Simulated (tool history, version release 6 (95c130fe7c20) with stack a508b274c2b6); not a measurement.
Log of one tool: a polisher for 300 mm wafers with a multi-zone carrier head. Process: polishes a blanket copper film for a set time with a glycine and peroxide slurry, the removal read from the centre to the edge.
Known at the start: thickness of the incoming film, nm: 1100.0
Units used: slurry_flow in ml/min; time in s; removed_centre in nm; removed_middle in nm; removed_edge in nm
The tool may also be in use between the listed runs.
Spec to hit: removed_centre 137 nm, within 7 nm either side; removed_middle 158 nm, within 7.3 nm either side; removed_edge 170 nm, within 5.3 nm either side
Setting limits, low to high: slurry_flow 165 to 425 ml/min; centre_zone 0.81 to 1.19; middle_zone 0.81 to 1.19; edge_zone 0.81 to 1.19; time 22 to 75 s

run	hour	slurry_flow	centre_zone	middle_zone	edge_zone	time	removed_centre	removed_middle	removed_edge
1	0	275	1	1	1	48	279.71	271.18	280.71
2	3.5	210	1	1	1	48	268.76	264.07	273.85
3	7.9	210	1	1	0.96	48	263.31	259.51	268.75
4	11.3	245	1	1	0.96	48	274.47	272.02	271.45
5	16.9	300	1	1	0.96	48	279.57	277.12	274.36
6	25.5	300	1	1	0.93	48	280.42	269.31	276.42
7	31.9	290	0.98	0.99	0.93	46	262.17	260.76	261.65
8	39.4	280	0.96	0.98	0.94	44	254.73	249.78	251.53
9	43.7	265	0.94	0.98	0.96	42	228.29	237.96	243.7
10	46	260	0.93	0.97	0.96	40	215.36	220.05	226.15
11	54.4	250	0.92	0.97	0.97	39	209.2	215.01	220.29
12	60.2	240	0.91	0.97	0.99	38	198.38	209.69	216.1
13	68.7	200	0.81	0.91	0.99	25	112.12	130.21	139.73
14	74.2	275	0.86	1	1.09	25	125.96	142.34	149.14
15	77.8	275	0.86	1	1.09	26	130.84	148.59	153.15
16	82.5	275	0.86	1	1.09	27	138.09	153.78	162.18

Which one of the following 4 next-run settings gets every result inside its allowed miss? There is exactly one.
A	87.2	275	0.86	1.05	1.07	27	?	?	?
B	87.2	295	0.84	0.98	1.09	28	?	?	?
C	87.2	295	0.93	1.11	0.99	25	?	?	?
D	87.2	285	0.88	1.12	0.88	27	?	?	?

move	removed_centre	removed_middle	removed_edge
A	140.03	161.53	160.28
B	143	162.34	168.34
C	141.57	155.67	145.56
D	144.01	168.45	151.32
A: its largest miss is bigger than the last run's
B: all results in spec
C: its largest miss is bigger than the last run's
D: its largest miss is bigger than the last run's
The move that meets every target is B.

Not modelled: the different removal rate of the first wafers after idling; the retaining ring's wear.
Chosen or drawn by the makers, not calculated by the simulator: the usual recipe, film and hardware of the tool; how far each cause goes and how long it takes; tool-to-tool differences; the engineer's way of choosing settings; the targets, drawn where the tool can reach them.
